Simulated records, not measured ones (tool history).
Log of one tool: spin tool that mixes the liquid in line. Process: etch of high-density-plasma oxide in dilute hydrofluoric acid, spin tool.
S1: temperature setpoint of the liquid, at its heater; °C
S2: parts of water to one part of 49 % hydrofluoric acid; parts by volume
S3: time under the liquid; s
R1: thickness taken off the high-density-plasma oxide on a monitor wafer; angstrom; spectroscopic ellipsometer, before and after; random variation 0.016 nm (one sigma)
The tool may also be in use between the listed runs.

run    day    S1   S2   S3      R1
  1      0    23  300  100  15.441
  2  0.342  25.5  300  100  16.676
  3  0.679  25.5  300   80  13.278
  4      1  25.5  300   80  13.511
     1.112  -- hydrofluoric acid flow meter replaced
  5  1.112  25.5  300  100  15.506
  6  1.479  25.5  325  100  13.885
  7  1.675  25.5  340  100  13.074
  8  1.771    25  350  100  12.426

Forecast run 9:
  9  1.988  25  355  100   ?

R1: 12.066 angstrom

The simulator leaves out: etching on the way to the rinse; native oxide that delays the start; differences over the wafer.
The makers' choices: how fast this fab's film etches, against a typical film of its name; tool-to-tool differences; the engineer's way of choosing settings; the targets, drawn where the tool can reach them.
